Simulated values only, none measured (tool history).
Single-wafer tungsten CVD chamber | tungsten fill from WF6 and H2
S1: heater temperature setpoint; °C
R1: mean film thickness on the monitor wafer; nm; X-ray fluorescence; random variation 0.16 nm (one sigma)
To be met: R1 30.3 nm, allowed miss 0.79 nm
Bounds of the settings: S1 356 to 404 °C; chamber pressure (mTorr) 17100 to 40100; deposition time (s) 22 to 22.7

{"run": 1, "day": 0.0, "S1": 380, "chamber pressure (mTorr)": 28600, "deposition time (s)": 22, "R1": 36.229}
{"run": 2, "day": 0.333, "S1": 379, "chamber pressure (mTorr)": 28500, "deposition time (s)": 22, "R1": 35.579}
{"run": 3, "day": 0.458, "S1": 378, "chamber pressure (mTorr)": 28500, "deposition time (s)": 22, "R1": 34.911}
{"run": 4, "day": 0.479, "S1": 367, "chamber pressure (mTorr)": 28500, "deposition time (s)": 22, "R1": 26.628}
{"run": 5, "day": 0.721, "S1": 377, "chamber pressure (mTorr)": 28500, "deposition time (s)": 22, "R1": 33.74}
{"run": 6, "day": 0.879, "S1": 367, "chamber pressure (mTorr)": 28500, "deposition time (s)": 22, "R1": 26.609}
{"run": 7, "day": 0.925, "S1": 367, "chamber pressure (mTorr)": 28500, "deposition time (s)": 22, "R1": 26.426}
{"run": 8, "day": 1.238, "S1": 368, "chamber pressure (mTorr)": 28500, "deposition time (s)": 22, "R1": 27.217}
{"run": 9, "day": 1.433, "S1": 369, "chamber pressure (mTorr)": 28500, "deposition time (s)": 22, "R1": 28.007}
{"run": 10, "day": 1.796, "S1": 370, "chamber pressure (mTorr)": 28500, "deposition time (s)": 22, "R1": 28.382}
{"day": 1.925, "done": "thermocouple changed; heater temperature recalibrated"}
{"run": 11, "day": 1.925, "S1": 372, "chamber pressure (mTorr)": 28500, "deposition time (s)": 22, "R1": 33.665}
{"run": 12, "day": 1.958, "S1": 372, "chamber pressure (mTorr)": 28500, "deposition time (s)": 22, "R1": 33.739}
{"run": 13, "day": 1.979, "S1": 371, "chamber pressure (mTorr)": 28500, "deposition time (s)": 22, "R1": 33.252}
{"run": 14, "day": 2.188, "S1": 370, "chamber pressure (mTorr)": 28500, "deposition time (s)": 22, "R1": 32.49}
{"run": 15, "day": 2.446, "S1": 366, "chamber pressure (mTorr)": 28400, "deposition time (s)": 22, "R1": 29.358}

Which of these 4 next moves meets every target?
{"run": "A", "day": 2.704, "S1": 368, "chamber pressure (mTorr)": 24400, "deposition time (s)": 22, "R1": "?"}
{"run": "B", "day": 2.704, "S1": 358, "chamber pressure (mTorr)": 38100, "deposition time (s)": 22.7, "R1": "?"}
{"run": "C", "day": 2.704, "S1": 366, "chamber pressure (mTorr)": 24600, "deposition time (s)": 22.7, "R1": "?"}
{"run": "D", "day": 2.704, "S1": 363, "chamber pressure (mTorr)": 33300, "deposition time (s)": 22.7, "R1": "?"}

move=A R1=29.17
move=B R1=28.118
move=C R1=28.747
move=D R1=30.172
A: further off than the last run
B: further off than the last run
C: further off than the last run
D: meets every target
Move D is the one to make.
